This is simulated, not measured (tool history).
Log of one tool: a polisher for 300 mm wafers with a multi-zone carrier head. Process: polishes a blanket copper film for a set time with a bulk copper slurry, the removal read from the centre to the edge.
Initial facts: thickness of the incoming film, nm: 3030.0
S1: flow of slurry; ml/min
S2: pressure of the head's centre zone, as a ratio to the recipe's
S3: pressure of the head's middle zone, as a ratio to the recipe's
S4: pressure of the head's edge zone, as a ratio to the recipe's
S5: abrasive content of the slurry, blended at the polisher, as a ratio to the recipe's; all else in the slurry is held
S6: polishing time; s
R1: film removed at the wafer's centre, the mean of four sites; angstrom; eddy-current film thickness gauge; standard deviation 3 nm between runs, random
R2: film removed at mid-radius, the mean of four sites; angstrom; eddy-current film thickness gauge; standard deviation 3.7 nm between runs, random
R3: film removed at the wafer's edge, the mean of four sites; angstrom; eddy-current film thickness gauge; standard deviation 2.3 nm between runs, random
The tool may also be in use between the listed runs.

run,day,S1,S2,S3,S4,S5,S6,R1,R2,R3
1,0,180,1,1,1,1,67,4643.9,4591.2,4584.8
2,0.183,180,1,1.08,1,1,67,4553.1,4945.5,4573.3
3,0.296,180,1,1.02,1,1,67,4610.5,4727.2,4499.6
4,0.638,180,0.97,1.02,1,1,67,4518,4682.1,4574
5,1.004,175,0.97,0.99,0.98,0.9,65,4240.9,4226,4194.4
6,1.096,135,0.97,0.99,0.98,0.9,65,3922.6,4051.2,4030.5
7,1.354,135,0.97,0.97,0.96,0.85,65,3862,3924,3923
8,1.446,135,0.98,0.95,0.94,0.8,65,3798.4,3763.8,3861.6
9,1.725,135,1,0.94,0.92,0.75,64,3731.1,3580.1,3622.3
10,1.838,130,1.01,0.92,0.91,0.75,64,3747.7,3537.8,3619
11,2.171,130,1.02,0.91,0.9,0.7,64,3719.4,3493.2,3501.7
12,2.479,130,1.03,0.89,0.9,0.7,64,3718.2,3354.9,3494.6
13,2.833,130,1.03,0.88,0.89,0.7,64,3757.6,3274.7,3458.8
14,2.954,130,1.03,0.87,0.88,0.7,64,3763,3283.3,3413.4
# day 3.108: worn pad replaced by a new one
15,3.108,130,1.03,0.86,0.87,0.7,64,4014.8,3494.2,3686.8
16,3.267,125,1.04,0.87,0.89,0.7,64,3997.4,3427.3,3686.1
17,3.617,125,1.04,0.87,0.89,0.7,64,3976.4,3457.7,3671.7
18,3.883,125,1.03,0.86,0.88,0.7,64,3901.2,3434.6,3680.7
19,3.95,125,1.06,0.84,0.83,0.5,58,3173.8,2647.7,2799.4
20,3.988,130,1.06,0.85,0.85,0.5,58,3215.5,2736.4,2865.2

The next listed run, before its measurement:
21,4.229,140,1.06,0.85,0.87,0.5,58,?,?,?

Run 21 produced R1 3217.8 angstrom, R2 2825.7 angstrom, R3 2932.1 angstrom.
